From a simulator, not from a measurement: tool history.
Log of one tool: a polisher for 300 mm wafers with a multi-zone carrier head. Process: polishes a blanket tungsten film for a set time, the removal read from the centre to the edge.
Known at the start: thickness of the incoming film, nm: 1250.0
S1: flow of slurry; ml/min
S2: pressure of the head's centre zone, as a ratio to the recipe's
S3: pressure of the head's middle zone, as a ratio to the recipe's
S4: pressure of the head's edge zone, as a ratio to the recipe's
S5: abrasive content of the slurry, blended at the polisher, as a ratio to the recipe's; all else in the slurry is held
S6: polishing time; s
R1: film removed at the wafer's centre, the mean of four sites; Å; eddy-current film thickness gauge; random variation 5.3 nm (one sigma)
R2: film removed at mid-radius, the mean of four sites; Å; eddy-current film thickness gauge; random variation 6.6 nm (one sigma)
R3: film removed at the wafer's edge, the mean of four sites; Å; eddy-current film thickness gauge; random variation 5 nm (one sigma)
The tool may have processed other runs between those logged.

run,hour,S1,S2,S3,S4,S5,S6,R1,R2,R3
1,0,175,1,1,1,1,74,3241,3195.9,3122.3
2,7.2,175,1,1,1,1.2,74,3363.1,3216.4,3233.8
3,12.7,205,1,1,1,1.2,74,3492.8,3383,3353.2
4,14.7,215,0.99,1.03,1.03,1.3,78,3671.7,3744.7,3652
5,15.8,215,1.07,1.03,1.03,1.3,78,3997.5,3638.5,3594.2
6,22.8,215,1.07,1.03,1.03,1.5,78,4078.5,3820.1,3692.5
7,29.2,220,1.04,1.04,1.06,1.5,82,4195.5,4095.7,4000
8,36.2,225,1.02,1.05,1.08,1.5,84,4176.8,4233.5,4124.7
9,42.6,230,1.01,1.06,1.09,1.5,86,4272.2,4394.2,4273.3

Forecast run 10:
10,44.7,235,1,1.07,1.1,1.5,88,?,?,?

Logged for run 10: R1 4333.1 Å, R2 4470.3 Å, R3 4415.9 Å.
